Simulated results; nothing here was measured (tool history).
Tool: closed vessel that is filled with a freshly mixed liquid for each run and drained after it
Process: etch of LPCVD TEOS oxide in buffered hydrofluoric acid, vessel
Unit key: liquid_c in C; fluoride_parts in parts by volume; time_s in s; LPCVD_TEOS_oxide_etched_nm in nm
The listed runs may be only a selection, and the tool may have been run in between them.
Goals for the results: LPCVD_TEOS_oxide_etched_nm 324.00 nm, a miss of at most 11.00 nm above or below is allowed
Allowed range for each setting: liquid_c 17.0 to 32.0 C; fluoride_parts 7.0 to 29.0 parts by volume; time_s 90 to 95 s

run	day	liquid_c	fluoride_parts	time_s	LPCVD_TEOS_oxide_etched_nm
1	0.000	25.0	18.0	90	132.09
2	0.238	26.5	15.5	90	168.11
3	0.396	26.5	15.5	95	171.94
4	0.667	26.5	15.5	95	173.78
5	0.825	26.5	15.5	95	176.82
6	0.929	26.5	15.5	95	177.47
7	1.017	28.0	14.0	95	210.36
8	1.221	32.0	9.5	95	380.12

Of the 5 settings listed for the next run, only one would bring every result within its allowed miss of target. Which one?
A	1.425	31.0	10.5	95	?
B	1.425	32.0	10.0	95	?
C	1.425	30.0	10.5	90	?
D	1.425	31.0	7.5	95	?
E	1.425	31.5	8.0	95	?

move	LPCVD_TEOS_oxide_etched_nm
A	328.68
B	363.04
C	295.52
D	446.08
E	426.94
A: each result inside its tolerance
B: nearer than the last run, and not there yet
C: takes the biggest miss from the last run beyond its target
D: further off than the last run
E: further off than the last run
Move A is the one to make.
